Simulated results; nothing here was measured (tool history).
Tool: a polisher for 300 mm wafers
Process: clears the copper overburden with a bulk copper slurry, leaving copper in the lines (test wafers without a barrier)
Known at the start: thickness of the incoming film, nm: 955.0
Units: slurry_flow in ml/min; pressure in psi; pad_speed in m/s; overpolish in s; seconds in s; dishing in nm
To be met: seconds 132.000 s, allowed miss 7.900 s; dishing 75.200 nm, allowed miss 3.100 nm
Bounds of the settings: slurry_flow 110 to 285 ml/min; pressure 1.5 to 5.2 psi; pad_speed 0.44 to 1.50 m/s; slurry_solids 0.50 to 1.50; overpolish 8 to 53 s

run 1 hour=0.0 | slurry_flow=180 pressure=3.3 pad_speed=0.96 slurry_solids=1.00 overpolish=27 | seconds=89.039 dishing=84.052
run 2 hour=6.7 | slurry_flow=140 pressure=3.3 pad_speed=0.96 slurry_solids=1.00 overpolish=27 | seconds=94.734 dishing=82.824
run 3 hour=10.3 | slurry_flow=140 pressure=3.3 pad_speed=1.06 slurry_solids=1.00 overpolish=27 | seconds=83.610 dishing=84.691
run 4 hour=12.2 | slurry_flow=140 pressure=3.9 pad_speed=1.06 slurry_solids=1.00 overpolish=27 | seconds=71.824 dishing=90.329
run 5 hour=16.5 | slurry_flow=140 pressure=3.9 pad_speed=1.22 slurry_solids=1.00 overpolish=27 | seconds=63.824 dishing=96.278
run 6 hour=18.3 | slurry_flow=140 pressure=3.9 pad_speed=1.36 slurry_solids=1.00 overpolish=27 | seconds=58.940 dishing=95.068
run 7 hour=24.2 | slurry_flow=140 pressure=3.6 pad_speed=1.32 slurry_solids=1.00 overpolish=29 | seconds=62.028 dishing=94.166
run 8 hour=31.4 | slurry_flow=140 pressure=3.3 pad_speed=1.26 slurry_solids=1.00 overpolish=31 | seconds=71.673 dishing=90.041
run 9 hour=34.3 | slurry_flow=140 pressure=3.1 pad_speed=1.22 slurry_solids=1.00 overpolish=33 | seconds=81.154 dishing=87.244
run 10 hour=43.2 | slurry_flow=140 pressure=2.9 pad_speed=1.20 slurry_solids=1.00 overpolish=34 | seconds=85.011 dishing=85.476
run 11 hour=45.1 | slurry_flow=140 pressure=2.7 pad_speed=1.18 slurry_solids=1.00 overpolish=36 | seconds=94.699 dishing=82.864
run 12 hour=48.5 | slurry_flow=140 pressure=2.6 pad_speed=1.16 slurry_solids=1.00 overpolish=37 | seconds=99.792 dishing=82.430
run 13 hour=53.1 | slurry_flow=140 pressure=2.6 pad_speed=1.16 slurry_solids=1.00 overpolish=37 | seconds=98.307 dishing=80.726
run 14 hour=61.1 | slurry_flow=140 pressure=2.5 pad_speed=1.14 slurry_solids=1.00 overpolish=39 | seconds=103.580 dishing=81.060
run 15 hour=63.7 | slurry_flow=140 pressure=1.7 pad_speed=1.10 slurry_solids=1.00 overpolish=43 | seconds=155.540 dishing=67.479
run 16 hour=72.7 | slurry_flow=140 pressure=1.8 pad_speed=1.10 slurry_solids=1.00 overpolish=43 | seconds=144.420 dishing=68.960
run 17 hour=81.1 | slurry_flow=140 pressure=1.8 pad_speed=1.10 slurry_solids=1.00 overpolish=44 | seconds=146.490 dishing=68.701
run 18 hour=89.2 | slurry_flow=140 pressure=1.8 pad_speed=1.10 slurry_solids=1.00 overpolish=45 | seconds=145.810 dishing=70.115
run 19 hour=91.1 | slurry_flow=140 pressure=2.2 pad_speed=1.10 slurry_solids=1.00 overpolish=47 | seconds=120.600 dishing=77.667
run 20 hour=91.7 | slurry_flow=140 pressure=2.2 pad_speed=1.10 slurry_solids=1.00 overpolish=47 | seconds=118.360 dishing=77.513
run 21 hour=96.1 | slurry_flow=140 pressure=2.2 pad_speed=1.10 slurry_solids=1.00 overpolish=48 | seconds=121.700 dishing=77.925

Which of these 5 next moves meets every target?
run A hour=100.5 | slurry_flow=130 pressure=2.9 pad_speed=0.82 slurry_solids=1.10 overpolish=38 | seconds=? dishing=?
run B hour=100.5 | slurry_flow=180 pressure=1.7 pad_speed=1.02 slurry_solids=1.05 overpolish=46 | seconds=? dishing=?
run C hour=100.5 | slurry_flow=135 pressure=1.6 pad_speed=1.46 slurry_solids=1.30 overpolish=38 | seconds=? dishing=?
run D hour=100.5 | slurry_flow=160 pressure=2.0 pad_speed=1.22 slurry_solids=1.15 overpolish=41 | seconds=? dishing=?
run E hour=100.5 | slurry_flow=120 pressure=2.2 pad_speed=1.04 slurry_solids=1.00 overpolish=41 | seconds=? dishing=?

move=A seconds=121.660 dishing=82.806
move=B seconds=156.140 dishing=69.505
move=C seconds=115.550 dishing=69.177
move=D seconds=111.670 dishing=75.947
move=E seconds=132.260 dishing=76.312
A: further off than the last run
B: takes the result that was furthest off past its target
C: further off than the last run
D: further off than the last run
E: meets every target
The right move is E.
